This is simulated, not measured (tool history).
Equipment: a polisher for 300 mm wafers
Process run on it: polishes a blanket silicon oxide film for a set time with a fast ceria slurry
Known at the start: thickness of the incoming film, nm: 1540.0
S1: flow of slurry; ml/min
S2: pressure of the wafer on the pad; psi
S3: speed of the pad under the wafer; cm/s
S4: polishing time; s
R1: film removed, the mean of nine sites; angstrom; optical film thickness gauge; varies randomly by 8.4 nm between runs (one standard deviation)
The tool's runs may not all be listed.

run	hour	S1	S2	S3	S4	R1
1	0.0	145	3.0	98	46	6565.0
2	8.2	155	3.4	98	46	7404.8
3	16.6	160	3.8	98	46	8543.6
4	18.6	160	4.3	98	46	9430.4
5	24.0	160	4.3	118	46	11264.0
6	24.7	150	4.3	118	46	11117.0
7	25.9	140	4.3	118	46	10827.0

Expected results for the next run?
8	28.4	135	4.3	118	46	?

{"run 8": {"R1": 11011.0}}

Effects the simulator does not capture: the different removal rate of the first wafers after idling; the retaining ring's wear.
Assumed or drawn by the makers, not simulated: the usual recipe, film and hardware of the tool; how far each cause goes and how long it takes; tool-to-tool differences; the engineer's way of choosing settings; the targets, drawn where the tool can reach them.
